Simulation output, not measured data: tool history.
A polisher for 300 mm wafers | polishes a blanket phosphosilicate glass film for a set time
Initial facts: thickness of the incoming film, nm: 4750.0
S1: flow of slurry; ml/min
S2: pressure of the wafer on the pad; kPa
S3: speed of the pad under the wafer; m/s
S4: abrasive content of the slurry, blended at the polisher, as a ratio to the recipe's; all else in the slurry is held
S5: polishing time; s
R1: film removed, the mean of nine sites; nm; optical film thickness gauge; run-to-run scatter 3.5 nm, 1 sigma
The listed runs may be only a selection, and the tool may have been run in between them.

{"run": 1, "day": 0.0, "S1": 165, "S2": 26.9, "S3": 1.16, "S4": 1.0, "S5": 71, "R1": 742.5}
{"run": 2, "day": 0.167, "S1": 165, "S2": 30.3, "S3": 1.16, "S4": 1.0, "S5": 71, "R1": 812.05}
{"run": 3, "day": 0.45, "S1": 160, "S2": 25.5, "S3": 1.14, "S4": 1.0, "S5": 71, "R1": 704.25}
{"run": 4, "day": 0.671, "S1": 160, "S2": 22.1, "S3": 1.1, "S4": 1.0, "S5": 71, "R1": 618.81}
{"run": 5, "day": 0.954, "S1": 160, "S2": 17.2, "S3": 1.1, "S4": 1.0, "S5": 71, "R1": 498.34}
{"run": 6, "day": 1.321, "S1": 160, "S2": 17.2, "S3": 1.1, "S4": 1.0, "S5": 74, "R1": 526.38}
{"run": 7, "day": 1.529, "S1": 160, "S2": 15.9, "S3": 1.1, "S4": 1.0, "S5": 74, "R1": 482.5}
{"day": 1.8, "done": "conditioning disc replaced and pad reconditioned"}
{"run": 8, "day": 1.8, "S1": 160, "S2": 15.9, "S3": 1.1, "S4": 1.0, "S5": 74, "R1": 599.52}

Run 9 comes next. What will it give?
{"run": 9, "day": 2.012, "S1": 150, "S2": 15.2, "S3": 1.04, "S4": 1.0, "S5": 74, "R1": "?"}

{"run 9": {"R1": 547.55}}
